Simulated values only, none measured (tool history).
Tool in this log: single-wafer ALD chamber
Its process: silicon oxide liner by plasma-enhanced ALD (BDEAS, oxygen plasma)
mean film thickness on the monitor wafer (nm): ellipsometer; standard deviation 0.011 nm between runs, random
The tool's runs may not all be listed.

run,hour,heater temperature setpoint (K),number of ALD cycles (cycles),mean film thickness on the monitor wafer (nm)
1,0.0,588.15,37,3.1515
2,3.0,589.15,35,2.9515
3,9.9,598.15,35,2.9293
4,15.0,589.15,35,2.9656
5,22.6,589.15,38,3.2278
6,30.5,584.15,38,3.2589

Expected results for the next run?
7,38.5,585.15,36,?

Logged for run 7: mean film thickness on the monitor wafer (nm) 3.0830.
